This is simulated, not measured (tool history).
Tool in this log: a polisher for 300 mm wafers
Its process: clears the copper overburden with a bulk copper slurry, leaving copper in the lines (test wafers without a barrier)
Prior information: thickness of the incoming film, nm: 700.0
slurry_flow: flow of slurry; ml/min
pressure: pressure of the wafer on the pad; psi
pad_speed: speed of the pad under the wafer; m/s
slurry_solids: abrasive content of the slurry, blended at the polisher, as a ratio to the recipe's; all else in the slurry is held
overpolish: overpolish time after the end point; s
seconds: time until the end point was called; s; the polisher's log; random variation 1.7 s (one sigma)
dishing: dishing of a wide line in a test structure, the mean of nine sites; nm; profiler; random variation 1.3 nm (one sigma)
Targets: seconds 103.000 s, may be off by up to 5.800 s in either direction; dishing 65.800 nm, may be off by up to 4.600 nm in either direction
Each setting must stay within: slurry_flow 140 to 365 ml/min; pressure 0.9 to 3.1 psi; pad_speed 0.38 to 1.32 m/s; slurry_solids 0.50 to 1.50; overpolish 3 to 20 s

| run | hour | slurry_flow | pressure | pad_speed | slurry_solids | overpolish | seconds | dishing |
|---|---|---|---|---|---|---|---|---|
| 1 | 0.0 | 235 | 2.0 | 0.84 | 1.00 | 10 | 123.410 | 39.762 |
| 2 | 8.3 | 185 | 2.0 | 0.84 | 1.00 | 10 | 130.040 | 36.700 |
| 3 | 14.3 | 185 | 2.0 | 0.84 | 0.90 | 10 | 134.420 | 37.402 |
| 4 | 20.5 | 185 | 2.0 | 0.66 | 0.90 | 10 | 156.240 | 32.405 |
| 5 | 21.4 | 185 | 2.2 | 0.66 | 0.85 | 11 | 144.190 | 38.095 |
| 6 | 30.0 | 190 | 2.4 | 0.66 | 0.85 | 12 | 134.410 | 42.880 |
| 7 | 35.8 | 190 | 2.6 | 0.68 | 0.85 | 13 | 120.290 | 49.808 |
| 8 | 36.6 | 190 | 2.7 | 0.68 | 0.85 | 14 | 118.190 | 56.271 |
| 9 | 42.9 | 195 | 2.8 | 0.68 | 0.85 | 14 | 112.490 | 55.847 |

Exercise: of the 4 proposed moves below, exactly one satisfies all targets within the stated allowed misses. Which move is it?
| A | 49.2 | 205 | 2.8 | 0.62 | 0.95 | 18 | ? | ? |
| B | 49.2 | 205 | 2.8 | 0.74 | 1.00 | 16 | ? | ? |
| C | 49.2 | 180 | 3.1 | 0.78 | 0.95 | 14 | ? | ? |
| D | 49.2 | 210 | 2.7 | 0.64 | 0.85 | 18 | ? | ? |

| move | seconds | dishing |
|---|---|---|
| A | 118.830 | 66.630 |
| B | 104.780 | 67.020 |
| C | 94.445 | 66.139 |
| D | 122.370 | 65.000 |
A: gets the furthest-off result to its target, but another result is out of tolerance
B: hits every target within its allowed miss
C: gets the furthest-off result to its target, but another result is out of tolerance
D: gets the furthest-off result to its target, but another result is out of tolerance
B is the move that brings every result within its allowed miss.

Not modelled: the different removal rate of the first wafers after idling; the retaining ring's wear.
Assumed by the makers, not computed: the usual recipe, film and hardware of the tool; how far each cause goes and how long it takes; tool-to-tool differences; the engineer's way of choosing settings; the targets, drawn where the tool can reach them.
